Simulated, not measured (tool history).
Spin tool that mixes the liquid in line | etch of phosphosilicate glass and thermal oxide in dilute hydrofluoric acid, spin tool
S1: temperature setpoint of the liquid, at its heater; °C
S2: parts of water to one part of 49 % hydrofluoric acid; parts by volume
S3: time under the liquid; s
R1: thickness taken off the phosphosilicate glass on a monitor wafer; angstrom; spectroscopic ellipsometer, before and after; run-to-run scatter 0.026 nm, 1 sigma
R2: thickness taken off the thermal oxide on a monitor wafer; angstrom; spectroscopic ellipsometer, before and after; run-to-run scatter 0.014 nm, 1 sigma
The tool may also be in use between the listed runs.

run,hour,S1,S2,S3,R1,R2
1,0,20,190,35,88.664,5.8646
2,7.8,20,190,30,75.768,4.9174
3,10.5,19,215,30,63.45,4.0234
4,11.6,18.5,235,30,55.194,3.5636
5,18.6,18.5,280,30,44.131,2.8933
6,20.9,18.5,280,40,58.351,4.0564
7,24.8,18,295,40,53.937,3.3755
# hour 27.6: hydrofluoric acid flow meter replaced
8,27.6,18,310,40,57.83,4.2734

For run 9, what comes out?
9,34.1,17.5,315,40,?,?

R1: 55.036 angstrom
R2: 3.9121 angstrom
